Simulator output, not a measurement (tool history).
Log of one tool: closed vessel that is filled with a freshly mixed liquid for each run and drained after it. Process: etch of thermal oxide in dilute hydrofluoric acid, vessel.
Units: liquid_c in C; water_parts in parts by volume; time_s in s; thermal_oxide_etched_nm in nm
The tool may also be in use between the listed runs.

Run 1, hour 0.0: liquid_c 22.0 C, water_parts 240 parts by volume, time_s 1475 s. Result: thermal_oxide_etched_nm 25.148 nm.
Run 2, hour 3.0: liquid_c 19.5 C, water_parts 240 parts by volume, time_s 1475 s. Result: thermal_oxide_etched_nm 23.024 nm.
Run 3, hour 6.3: liquid_c 17.0 C, water_parts 240 parts by volume, time_s 1475 s. Result: thermal_oxide_etched_nm 20.747 nm.
Run 4, hour 9.7: liquid_c 17.0 C, water_parts 240 parts by volume, time_s 1475 s. Result: thermal_oxide_etched_nm 20.692 nm.
Run 5, hour 11.4: liquid_c 19.5 C, water_parts 215 parts by volume, time_s 1475 s. Result: thermal_oxide_etched_nm 26.145 nm.
Run 6, hour 20.5: liquid_c 19.5 C, water_parts 135 parts by volume, time_s 1475 s. Result: thermal_oxide_etched_nm 45.215 nm.
Run 7, hour 27.1: liquid_c 21.0 C, water_parts 135 parts by volume, time_s 1475 s. Result: thermal_oxide_etched_nm 48.061 nm.

Run 8 comes next. What will it give?
Run 8, hour 33.4: liquid_c 22.5 C, water_parts 135 parts by volume, time_s 1475 s. Result: thermal_oxide_etched_nm ?.

Run 8 gave thermal_oxide_etched_nm 50.746 nm.
